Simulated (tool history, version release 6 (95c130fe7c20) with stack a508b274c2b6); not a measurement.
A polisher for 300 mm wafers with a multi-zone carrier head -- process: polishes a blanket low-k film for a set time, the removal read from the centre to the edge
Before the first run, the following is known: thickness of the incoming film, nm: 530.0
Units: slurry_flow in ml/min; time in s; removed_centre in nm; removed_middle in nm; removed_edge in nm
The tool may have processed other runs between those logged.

{"run": 1, "day": 0.0, "slurry_flow": 125, "centre_zone": 1.0, "middle_zone": 1.0, "edge_zone": 1.0, "slurry_solids": 1.0, "time": 55, "removed_centre": 22.065, "removed_middle": 21.88, "removed_edge": 22.408}
{"run": 2, "day": 0.292, "slurry_flow": 130, "centre_zone": 1.0, "middle_zone": 1.01, "edge_zone": 1.0, "slurry_solids": 1.0, "time": 55, "removed_centre": 22.388, "removed_middle": 23.295, "removed_edge": 22.673}
{"run": 3, "day": 0.529, "slurry_flow": 135, "centre_zone": 1.0, "middle_zone": 1.01, "edge_zone": 1.01, "slurry_solids": 1.0, "time": 55, "removed_centre": 22.117, "removed_middle": 22.825, "removed_edge": 23.294}
{"run": 4, "day": 0.638, "slurry_flow": 140, "centre_zone": 1.01, "middle_zone": 1.02, "edge_zone": 1.0, "slurry_solids": 1.0, "time": 55, "removed_centre": 22.967, "removed_middle": 22.76, "removed_edge": 22.565}
{"run": 5, "day": 0.812, "slurry_flow": 140, "centre_zone": 1.01, "middle_zone": 1.02, "edge_zone": 1.0, "slurry_solids": 1.0, "time": 44, "removed_centre": 18.349, "removed_middle": 18.598, "removed_edge": 18.298}
{"run": 6, "day": 1.083, "slurry_flow": 140, "centre_zone": 1.01, "middle_zone": 1.02, "edge_zone": 0.96, "slurry_solids": 1.0, "time": 44, "removed_centre": 18.38, "removed_middle": 17.971, "removed_edge": 17.38}
{"run": 7, "day": 1.142, "slurry_flow": 175, "centre_zone": 1.11, "middle_zone": 1.12, "edge_zone": 1.06, "slurry_solids": 1.25, "time": 45, "removed_centre": 24.54, "removed_middle": 24.112, "removed_edge": 22.244}
{"run": 8, "day": 1.512, "slurry_flow": 175, "centre_zone": 1.11, "middle_zone": 1.12, "edge_zone": 1.06, "slurry_solids": 1.25, "time": 45, "removed_centre": 24.611, "removed_middle": 24.346, "removed_edge": 22.518}
{"run": 9, "day": 1.867, "slurry_flow": 175, "centre_zone": 1.11, "middle_zone": 1.13, "edge_zone": 1.07, "slurry_solids": 1.25, "time": 45, "removed_centre": 24.616, "removed_middle": 24.424, "removed_edge": 22.548}

Expected results for the next run?
{"run": 10, "day": 2.15, "slurry_flow": 175, "centre_zone": 1.11, "middle_zone": 1.14, "edge_zone": 1.08, "slurry_solids": 1.25, "time": 45, "removed_centre": "?", "removed_middle": "?", "removed_edge": "?"}

Run 10 gave removed_centre 24.706 nm, removed_middle 23.866 nm, removed_edge 22.775 nm.
